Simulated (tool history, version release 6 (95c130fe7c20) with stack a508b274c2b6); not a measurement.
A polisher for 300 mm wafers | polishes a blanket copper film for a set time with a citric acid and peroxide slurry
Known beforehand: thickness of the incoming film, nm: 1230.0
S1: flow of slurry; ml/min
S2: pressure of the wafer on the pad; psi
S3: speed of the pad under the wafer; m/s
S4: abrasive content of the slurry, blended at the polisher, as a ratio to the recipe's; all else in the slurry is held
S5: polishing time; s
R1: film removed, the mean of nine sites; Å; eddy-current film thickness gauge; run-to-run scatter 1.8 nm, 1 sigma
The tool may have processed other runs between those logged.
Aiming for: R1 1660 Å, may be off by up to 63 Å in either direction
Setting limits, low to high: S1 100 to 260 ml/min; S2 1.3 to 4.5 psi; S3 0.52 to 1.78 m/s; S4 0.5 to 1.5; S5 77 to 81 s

run	hour	S1	S2	S3	S4	S5	R1
1	0	165	2.9	1.14	1	77	2206.7
2	8.3	125	2.9	1.14	1	77	2061.3
3	11.1	125	2.9	1.14	1	77	2118
4	18.9	125	2.8	1.14	1	77	2034
5	27	125	2.8	1.14	1.1	77	2092.1
6	30.1	125	3.2	1.14	1.1	77	2337.2
7	35.7	125	3	1.14	1.1	77	2204.8
8	37.5	125	2.8	1.14	1.1	77	2051.4

Which single option among these 5 for the next run brings every result within its allowed miss of target? Just one does.
A	39.3	120	2.3	0.92	1.25	77	?
B	39.3	100	2.2	1.02	0.95	77	?
C	39.3	100	2.8	1.2	1.15	79	?
D	39.3	100	1.9	1.3	1.15	77	?
E	39.3	120	3.5	1.14	1.2	78	?

move	R1
A	1506.2
B	1420.5
C	2111
D	1663.6
E	2522.9
A: pushes the last run's worst result past its target
B: pushes the last run's worst result past its target
C: further off than the last run
D: hits every target within its allowed miss
E: further off than the last run
D meets every target.

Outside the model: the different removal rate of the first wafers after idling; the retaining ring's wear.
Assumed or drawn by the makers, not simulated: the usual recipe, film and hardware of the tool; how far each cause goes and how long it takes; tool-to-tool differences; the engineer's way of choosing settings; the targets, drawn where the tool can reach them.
